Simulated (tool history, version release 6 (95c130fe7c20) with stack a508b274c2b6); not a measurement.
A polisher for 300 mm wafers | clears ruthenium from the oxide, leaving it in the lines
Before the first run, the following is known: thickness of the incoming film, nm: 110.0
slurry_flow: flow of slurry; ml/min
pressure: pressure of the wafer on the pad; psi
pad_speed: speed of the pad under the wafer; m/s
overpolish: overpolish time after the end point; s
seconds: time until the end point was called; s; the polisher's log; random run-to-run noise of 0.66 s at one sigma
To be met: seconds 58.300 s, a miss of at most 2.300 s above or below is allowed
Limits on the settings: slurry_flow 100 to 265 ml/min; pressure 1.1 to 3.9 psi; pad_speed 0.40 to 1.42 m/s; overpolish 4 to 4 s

Run 1, hour 0.0: slurry_flow 170 ml/min, pressure 2.5 psi, pad_speed 0.90 m/s, overpolish 4 s. Result: seconds 84.304 s.
Run 2, hour 1.0: slurry_flow 170 ml/min, pressure 2.5 psi, pad_speed 1.02 m/s, overpolish 4 s. Result: seconds 73.674 s.
Run 3, hour 5.7: slurry_flow 170 ml/min, pressure 2.6 psi, pad_speed 1.02 m/s, overpolish 4 s. Result: seconds 70.786 s.
Run 4, hour 14.5: slurry_flow 135 ml/min, pressure 2.6 psi, pad_speed 1.02 m/s, overpolish 4 s. Result: seconds 74.851 s.
Run 5, hour 17.9: slurry_flow 155 ml/min, pressure 2.6 psi, pad_speed 1.02 m/s, overpolish 4 s. Result: seconds 73.521 s.
Run 6, hour 23.5: slurry_flow 155 ml/min, pressure 2.3 psi, pad_speed 1.02 m/s, overpolish 4 s. Result: seconds 82.295 s.
Run 7, hour 31.8: slurry_flow 165 ml/min, pressure 2.4 psi, pad_speed 1.02 m/s, overpolish 4 s. Result: seconds 77.428 s.
Run 8, hour 39.2: slurry_flow 175 ml/min, pressure 2.5 psi, pad_speed 1.02 m/s, overpolish 4 s. Result: seconds 74.863 s.
Run 9, hour 47.0: slurry_flow 175 ml/min, pressure 2.6 psi, pad_speed 1.02 m/s, overpolish 4 s. Result: seconds 70.950 s.
Run 10, hour 54.8: slurry_flow 180 ml/min, pressure 2.7 psi, pad_speed 1.02 m/s, overpolish 4 s. Result: seconds 67.874 s.
Run 11, hour 56.2: slurry_flow 180 ml/min, pressure 2.7 psi, pad_speed 1.02 m/s, overpolish 4 s. Result: seconds 68.818 s.
Run 12, hour 62.8: slurry_flow 180 ml/min, pressure 2.8 psi, pad_speed 1.02 m/s, overpolish 4 s. Result: seconds 66.542 s.
Run 13, hour 64.5: slurry_flow 185 ml/min, pressure 2.9 psi, pad_speed 1.02 m/s, overpolish 4 s. Result: seconds 64.417 s.

4 candidate next runs follow, results not yet known. Just one meets every target within its allowed miss. Identify it.
Run A, hour 66.2: slurry_flow 230 ml/min, pressure 2.7 psi, pad_speed 0.88 m/s, overpolish 4 s. Result: seconds ?.
Run B, hour 66.2: slurry_flow 195 ml/min, pressure 2.6 psi, pad_speed 1.00 m/s, overpolish 4 s. Result: seconds ?.
Run C, hour 66.2: slurry_flow 180 ml/min, pressure 2.6 psi, pad_speed 0.98 m/s, overpolish 4 s. Result: seconds ?.
Run D, hour 66.2: slurry_flow 165 ml/min, pressure 3.3 psi, pad_speed 1.00 m/s, overpolish 4 s. Result: seconds ?.

move  seconds
   A   77.482
   B   73.215
   C   75.387
   D   59.461
A: its largest miss is bigger than the last run's
B: its largest miss is bigger than the last run's
C: its largest miss is bigger than the last run's
D: every result within its allowed miss
Correct choice: D, which meets every target
